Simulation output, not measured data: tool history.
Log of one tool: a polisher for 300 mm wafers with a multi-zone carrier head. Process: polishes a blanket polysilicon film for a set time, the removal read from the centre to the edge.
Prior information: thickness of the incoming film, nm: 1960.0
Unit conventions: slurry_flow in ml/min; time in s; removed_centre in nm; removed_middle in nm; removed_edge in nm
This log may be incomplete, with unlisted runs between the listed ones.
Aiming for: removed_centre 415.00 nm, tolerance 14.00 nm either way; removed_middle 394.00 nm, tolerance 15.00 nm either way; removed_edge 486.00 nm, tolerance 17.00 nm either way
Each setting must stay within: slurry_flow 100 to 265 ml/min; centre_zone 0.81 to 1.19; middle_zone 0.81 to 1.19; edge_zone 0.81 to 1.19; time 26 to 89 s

| run | hour | slurry_flow | centre_zone | middle_zone | edge_zone | time | removed_centre | removed_middle | removed_edge |
|---|---|---|---|---|---|---|---|---|---|
| 1 | 0.0 | 170 | 1.00 | 1.00 | 1.00 | 57 | 690.09 | 710.60 | 748.45 |
| 2 | 2.0 | 130 | 1.00 | 1.00 | 1.00 | 57 | 609.26 | 633.61 | 703.70 |
| 3 | 3.9 | 130 | 1.00 | 1.04 | 1.00 | 57 | 619.85 | 648.03 | 694.79 |
| 4 | 12.6 | 130 | 1.00 | 1.00 | 1.00 | 57 | 615.59 | 634.17 | 701.62 |
| 5 | 14.0 | 130 | 1.00 | 1.00 | 0.95 | 57 | 612.75 | 635.99 | 687.36 |
| 6 | 20.3 | 130 | 1.00 | 1.00 | 0.87 | 57 | 616.46 | 633.55 | 669.12 |
| 7 | 25.6 | 125 | 1.00 | 0.96 | 0.88 | 52 | 555.22 | 558.08 | 602.27 |
| 8 | 27.2 | 120 | 0.99 | 0.92 | 0.90 | 49 | 506.90 | 500.53 | 554.06 |
| 9 | 35.6 | 115 | 0.98 | 0.89 | 0.93 | 48 | 474.12 | 471.02 | 555.51 |
| 10 | 37.2 | 115 | 0.98 | 0.89 | 0.93 | 48 | 480.76 | 476.68 | 563.40 |
| 11 | 44.4 | 110 | 0.98 | 0.87 | 0.92 | 46 | 449.28 | 445.56 | 525.96 |
| 12 | 45.4 | 105 | 0.98 | 0.85 | 0.92 | 45 | 420.51 | 409.69 | 505.85 |
| 13 | 48.3 | 105 | 0.98 | 0.85 | 0.91 | 45 | 427.36 | 419.60 | 503.09 |
| 14 | 54.6 | 105 | 0.98 | 0.84 | 0.91 | 45 | 423.92 | 414.19 | 500.67 |

Pick the move, out of 5, that brings all results within their allowed miss; only one does.
| A | 60.9 | 100 | 0.93 | 0.81 | 0.97 | 46 | ? | ? | ? |
| B | 60.9 | 110 | 0.99 | 0.84 | 0.95 | 42 | ? | ? | ? |
| C | 60.9 | 130 | 0.99 | 0.90 | 0.85 | 42 | ? | ? | ? |
| D | 60.9 | 115 | 0.98 | 0.98 | 0.81 | 43 | ? | ? | ? |
| E | 60.9 | 155 | 0.90 | 0.84 | 0.85 | 42 | ? | ? | ? |

| move | removed_centre | removed_middle | removed_edge |
|---|---|---|---|
| A | 396.41 | 408.04 | 522.03 |
| B | 406.70 | 398.22 | 484.88 |
| C | 441.21 | 445.38 | 482.00 |
| D | 422.08 | 458.55 | 468.56 |
| E | 430.11 | 453.58 | 501.84 |
A: the furthest-off result lands on target, but another misses its tolerance
B: meets every target
C: moves away from the targets compared with the last run
D: moves away from the targets compared with the last run
E: moves away from the targets compared with the last run
B meets every target.
